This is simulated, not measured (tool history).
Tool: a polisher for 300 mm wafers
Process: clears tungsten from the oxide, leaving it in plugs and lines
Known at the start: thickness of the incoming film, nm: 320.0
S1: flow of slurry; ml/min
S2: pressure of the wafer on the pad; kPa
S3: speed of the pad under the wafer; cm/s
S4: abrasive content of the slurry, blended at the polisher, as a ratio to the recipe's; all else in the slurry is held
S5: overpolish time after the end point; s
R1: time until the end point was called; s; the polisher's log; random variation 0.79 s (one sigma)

run,hour,S1,S2,S3,S4,S5,R1
1,0,165,27.6,102,1,5,64.164
2,6.9,165,27.6,102,1,3,64.191
3,13.4,135,27.6,102,1,3,64.295
4,20.2,135,29.6,104,1,3,59.226
5,26.2,135,29.6,104,1,5,61.743
6,29,135,29.6,104,1.1,5,61.259

Forecast run 7:
7,33.2,135,31.7,106,1.1,5,?

{"run 7": {"R1": 55.959}}
